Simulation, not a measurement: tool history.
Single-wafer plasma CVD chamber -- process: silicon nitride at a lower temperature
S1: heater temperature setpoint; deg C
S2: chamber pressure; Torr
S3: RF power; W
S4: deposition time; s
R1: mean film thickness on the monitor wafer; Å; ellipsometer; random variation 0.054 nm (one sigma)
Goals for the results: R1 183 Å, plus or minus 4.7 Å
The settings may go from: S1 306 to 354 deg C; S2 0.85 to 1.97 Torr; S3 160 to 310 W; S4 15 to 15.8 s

| run | hour | S1 | S2 | S3 | S4 | R1 |
|---|---|---|---|---|---|---|
| 1 | 0 | 330 | 1.41 | 235 | 15.8 | 145.62 |
| 2 | 0.6 | 335 | 1.41 | 235 | 15.8 | 145.11 |
| 3 | 4.4 | 335 | 1.46 | 240 | 15.8 | 149.33 |
| 4 | 8.5 | 335 | 1.46 | 240 | 15 | 142.54 |
| 5 | 11.9 | 335 | 1.46 | 220 | 15 | 129.85 |
| 6 | 12.7 | 335 | 1.46 | 220 | 15.8 | 136.57 |
| 7 | 18.7 | 334 | 1.74 | 260 | 15.8 | 169.21 |
| 8 | 20.9 | 334 | 1.76 | 260 | 15.8 | 170.13 |

Exercise: of the 5 proposed moves below, exactly one satisfies all targets within the stated allowed misses. Which move is it?
| A | 23.1 | 340 | 1.88 | 275 | 15.8 | ? |
| B | 23.1 | 324 | 1.49 | 255 | 15 | ? |
| C | 23.1 | 349 | 1.59 | 260 | 15 | ? |
| D | 23.1 | 345 | 1.5 | 270 | 15.8 | ? |
| E | 23.1 | 329 | 1.63 | 260 | 15 | ? |

| move | R1 |
|---|---|
| A | 182.09 |
| B | 152.24 |
| C | 156.3 |
| D | 167.78 |
| E | 158.74 |
A: every result within its allowed miss
B: moves away from the targets compared with the last run
C: moves away from the targets compared with the last run
D: moves away from the targets compared with the last run
E: moves away from the targets compared with the last run
The move that meets every target is A.

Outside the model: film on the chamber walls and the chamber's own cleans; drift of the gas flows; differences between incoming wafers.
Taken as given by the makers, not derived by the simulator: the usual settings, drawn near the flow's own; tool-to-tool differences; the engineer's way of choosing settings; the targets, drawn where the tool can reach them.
